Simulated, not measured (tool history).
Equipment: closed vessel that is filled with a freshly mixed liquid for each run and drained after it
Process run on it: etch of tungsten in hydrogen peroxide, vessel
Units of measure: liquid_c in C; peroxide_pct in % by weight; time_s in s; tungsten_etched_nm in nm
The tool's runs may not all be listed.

{"run": 1, "hour": 0.0, "liquid_c": 53.0, "peroxide_pct": 22.0, "time_s": 95, "tungsten_etched_nm": 179.3}
{"run": 2, "hour": 6.5, "liquid_c": 53.0, "peroxide_pct": 22.0, "time_s": 95, "tungsten_etched_nm": 175.92}
{"run": 3, "hour": 12.4, "liquid_c": 53.0, "peroxide_pct": 25.5, "time_s": 95, "tungsten_etched_nm": 188.35}
{"run": 4, "hour": 16.6, "liquid_c": 50.5, "peroxide_pct": 25.5, "time_s": 95, "tungsten_etched_nm": 162.67}
{"run": 5, "hour": 17.3, "liquid_c": 53.5, "peroxide_pct": 25.5, "time_s": 95, "tungsten_etched_nm": 197.48}
{"run": 6, "hour": 22.5, "liquid_c": 57.0, "peroxide_pct": 25.5, "time_s": 95, "tungsten_etched_nm": 243.0}
{"run": 7, "hour": 25.8, "liquid_c": 59.5, "peroxide_pct": 25.5, "time_s": 95, "tungsten_etched_nm": 274.78}
{"run": 8, "hour": 30.0, "liquid_c": 59.5, "peroxide_pct": 25.5, "time_s": 95, "tungsten_etched_nm": 281.75}

Run 9, settings as shown, results not yet in. Your forecast:
{"run": 9, "hour": 38.2, "liquid_c": 61.0, "peroxide_pct": 25.5, "time_s": 95, "tungsten_etched_nm": "?"}

tungsten_etched_nm: 306.62 nm

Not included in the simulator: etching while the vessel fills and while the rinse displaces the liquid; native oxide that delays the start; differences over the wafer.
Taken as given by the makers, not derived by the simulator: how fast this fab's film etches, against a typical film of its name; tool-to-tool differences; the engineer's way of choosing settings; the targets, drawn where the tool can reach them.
